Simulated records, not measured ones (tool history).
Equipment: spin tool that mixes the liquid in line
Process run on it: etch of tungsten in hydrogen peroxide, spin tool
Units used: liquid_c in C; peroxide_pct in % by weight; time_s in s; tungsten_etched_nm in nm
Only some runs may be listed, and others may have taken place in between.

run	day	liquid_c	peroxide_pct	time_s	tungsten_etched_nm
1	0	54	17	15	21.159
2	0.333	52.5	17	15	19.509
3	0.454	52.5	20	15	21.069
4	0.621	52.5	20	15	21.057
5	0.908	56	20	15	25.953
6	1.008	54	20	15	23.116
7	1.092	52	20	15	20.609
8	1.421	50.5	20	15	18.58

Estimate the outcome of run 9 from the log above:
9	1.646	49.5	20	15	?

tungsten_etched_nm: 17.763 nm
